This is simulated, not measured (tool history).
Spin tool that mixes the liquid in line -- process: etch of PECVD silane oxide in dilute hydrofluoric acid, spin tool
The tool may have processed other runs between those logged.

run	hour	temperature setpoint of the liquid (C)	parts of water to one part of 49 % hydrofluoric acid (parts by volume)	time under the liquid (s)	thickness taken off the PECVD silane oxide on a monitor wafer (angstrom)
1	0	23	275	105	90.865
2	8.3	23	275	105	91.763
3	12.1	24.5	275	105	97.411
4	20.4	25.5	275	105	99.419
5	22.9	25.5	275	115	110.06
6	27.9	22	275	115	97.211
7	30.9	23	275	115	100.63
8	39.6	24	275	115	103.64

Run 9 is up next; what results do you expect?
9	42.4	25	275	115	?

{"run 9": {"thickness taken off the PECVD silane oxide on a monitor wafer (angstrom)": 107.01}}
